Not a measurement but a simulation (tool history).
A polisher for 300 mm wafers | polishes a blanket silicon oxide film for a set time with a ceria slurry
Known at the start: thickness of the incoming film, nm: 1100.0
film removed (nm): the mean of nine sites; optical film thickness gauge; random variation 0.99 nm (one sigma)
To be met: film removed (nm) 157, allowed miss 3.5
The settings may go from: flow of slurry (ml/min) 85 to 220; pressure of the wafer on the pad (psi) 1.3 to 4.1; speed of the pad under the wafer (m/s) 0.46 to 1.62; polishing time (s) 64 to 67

run	hour	flow of slurry (ml/min)	pressure of the wafer on the pad (psi)	speed of the pad under the wafer (m/s)	polishing time (s)	film removed (nm)
1	0	140	2.7	1.04	64	236.82
2	3.1	130	2.4	1.04	64	210.87
3	6.2	105	2.4	1.04	64	201.83
4	9.1	100	2.2	1.04	64	181.76
5	12.2	95	2.1	1.04	64	174.97
6	18.3	95	2.1	1.04	64	174.69
7	26.9	90	1.8	1.04	64	148.32
8	34.9	100	1.8	1.04	64	152.49
9	43.1	105	1.8	1.04	64	152.88

Which of these 4 next moves meets every target?
A	51.3	125	1.8	1.06	67	?
B	51.3	90	2.1	0.82	67	?
C	51.3	125	1.9	1.02	64	?
D	51.3	85	1.4	1.4	65	?

move	film removed (nm)
A	168.77
B	157.1
C	165.42
D	147.55
A: takes the result that was furthest off past its target
B: meets every target
C: takes the result that was furthest off past its target
D: further off than the last run
Answer: B
